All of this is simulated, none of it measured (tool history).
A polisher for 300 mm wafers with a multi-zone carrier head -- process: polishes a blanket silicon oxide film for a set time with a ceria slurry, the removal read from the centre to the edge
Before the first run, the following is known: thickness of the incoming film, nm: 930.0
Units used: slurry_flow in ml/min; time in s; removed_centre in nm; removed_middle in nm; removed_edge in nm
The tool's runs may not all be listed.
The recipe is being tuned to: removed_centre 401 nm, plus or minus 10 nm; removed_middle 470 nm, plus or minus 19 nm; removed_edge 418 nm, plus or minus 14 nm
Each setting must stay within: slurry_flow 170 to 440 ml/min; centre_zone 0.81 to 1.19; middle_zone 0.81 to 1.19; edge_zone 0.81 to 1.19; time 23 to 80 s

{"run": 1, "day": 0.0, "slurry_flow": 280, "centre_zone": 1, "middle_zone": 1, "edge_zone": 1, "time": 51, "removed_centre": 353.79, "removed_middle": 353, "removed_edge": 350.33}
{"run": 2, "day": 0.338, "slurry_flow": 220, "centre_zone": 1, "middle_zone": 1, "edge_zone": 1, "time": 51, "removed_centre": 349.49, "removed_middle": 339.68, "removed_edge": 351.91}
{"run": 3, "day": 0.708, "slurry_flow": 220, "centre_zone": 0.95, "middle_zone": 1, "edge_zone": 1, "time": 51, "removed_centre": 333.93, "removed_middle": 345.01, "removed_edge": 355.26}
{"run": 4, "day": 0.917, "slurry_flow": 220, "centre_zone": 0.95, "middle_zone": 1.06, "edge_zone": 1, "time": 51, "removed_centre": 326.81, "removed_middle": 356.02, "removed_edge": 347.1}
{"run": 5, "day": 1.242, "slurry_flow": 230, "centre_zone": 0.96, "middle_zone": 1.08, "edge_zone": 1.01, "time": 52, "removed_centre": 344.47, "removed_middle": 366.8, "removed_edge": 348.92}
{"run": 6, "day": 1.296, "slurry_flow": 235, "centre_zone": 0.95, "middle_zone": 1.09, "edge_zone": 1.02, "time": 54, "removed_centre": 351.73, "removed_middle": 390.3, "removed_edge": 366.63}
{"run": 7, "day": 1.4, "slurry_flow": 245, "centre_zone": 0.95, "middle_zone": 1.1, "edge_zone": 1.04, "time": 55, "removed_centre": 359.84, "removed_middle": 406.28, "removed_edge": 380.07}
{"run": 8, "day": 1.654, "slurry_flow": 255, "centre_zone": 0.96, "middle_zone": 1.11, "edge_zone": 1.06, "time": 55, "removed_centre": 363.91, "removed_middle": 410.18, "removed_edge": 388.93}
{"run": 9, "day": 1.733, "slurry_flow": 265, "centre_zone": 0.97, "middle_zone": 1.12, "edge_zone": 1.07, "time": 55, "removed_centre": 369.32, "removed_middle": 420.24, "removed_edge": 382.82}
{"run": 10, "day": 1.979, "slurry_flow": 275, "centre_zone": 0.98, "middle_zone": 1.12, "edge_zone": 1.09, "time": 55, "removed_centre": 370.93, "removed_middle": 418.68, "removed_edge": 394.9}
{"run": 11, "day": 2.292, "slurry_flow": 285, "centre_zone": 0.99, "middle_zone": 1.13, "edge_zone": 1.1, "time": 55, "removed_centre": 379.93, "removed_middle": 410.69, "removed_edge": 393.75}
{"run": 12, "day": 2.65, "slurry_flow": 290, "centre_zone": 0.99, "middle_zone": 1.14, "edge_zone": 1.1, "time": 56, "removed_centre": 384.32, "removed_middle": 422.4, "removed_edge": 403.28}
{"run": 13, "day": 2.946, "slurry_flow": 290, "centre_zone": 0.99, "middle_zone": 1.15, "edge_zone": 1.09, "time": 57, "removed_centre": 391.66, "removed_middle": 435.7, "removed_edge": 415.09}
{"run": 14, "day": 3.171, "slurry_flow": 285, "centre_zone": 0.99, "middle_zone": 1.16, "edge_zone": 1.07, "time": 58, "removed_centre": 402.74, "removed_middle": 454.57, "removed_edge": 417.67}

Consider the 4 candidate settings below. Which is the only one whose results all fall within their allowed miss of target?
{"run": "A", "day": 3.396, "slurry_flow": 185, "centre_zone": 1.02, "middle_zone": 1.09, "edge_zone": 1.04, "time": 63, "removed_centre": "?", "removed_middle": "?", "removed_edge": "?"}
{"run": "B", "day": 3.396, "slurry_flow": 295, "centre_zone": 1, "middle_zone": 1.13, "edge_zone": 1.04, "time": 57, "removed_centre": "?", "removed_middle": "?", "removed_edge": "?"}
{"run": "C", "day": 3.396, "slurry_flow": 290, "centre_zone": 0.95, "middle_zone": 1.16, "edge_zone": 1.01, "time": 61, "removed_centre": "?", "removed_middle": "?", "removed_edge": "?"}
{"run": "D", "day": 3.396, "slurry_flow": 270, "centre_zone": 1.01, "middle_zone": 1.11, "edge_zone": 1.13, "time": 60, "removed_centre": "?", "removed_middle": "?", "removed_edge": "?"}

move=A removed_centre=429.88 removed_middle=453.03 removed_edge=436.15
move=B removed_centre=394.51 removed_middle=435.85 removed_edge=403.52
move=C removed_centre=400.53 removed_middle=476.71 removed_edge=425.19
move=D removed_centre=416.8 removed_middle=449.19 removed_edge=441.09
A: the worst result of the last run now meets its target, but another is out of spec
B: moves away from the targets compared with the last run
C: all results in spec
D: moves away from the targets compared with the last run
So the answer is move C, the one that meets all the targets.
